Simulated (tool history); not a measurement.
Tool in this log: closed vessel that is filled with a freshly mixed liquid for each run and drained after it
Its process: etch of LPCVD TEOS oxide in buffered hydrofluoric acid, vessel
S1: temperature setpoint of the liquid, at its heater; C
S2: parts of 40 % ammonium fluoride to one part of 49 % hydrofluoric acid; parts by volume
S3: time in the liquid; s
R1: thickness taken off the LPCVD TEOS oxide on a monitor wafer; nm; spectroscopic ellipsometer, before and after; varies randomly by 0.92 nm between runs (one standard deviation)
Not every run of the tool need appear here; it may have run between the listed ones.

run	hour	S1	S2	S3	R1
1	0.0	24.0	13.5	90	179.01
2	5.4	22.5	14.5	90	154.16
3	6.8	22.5	14.5	100	170.25
4	15.3	22.5	11.5	100	214.10
5	21.7	22.5	13.5	100	183.96
6	29.2	21.5	14.5	100	159.72
7	32.3	20.5	15.0	100	147.91
8	33.2	20.0	15.5	100	138.00

Run 9 has not been measured yet. What should we expect?
9	40.6	19.5	16.0	100	?

Run 9 measured R1 129.89 nm.
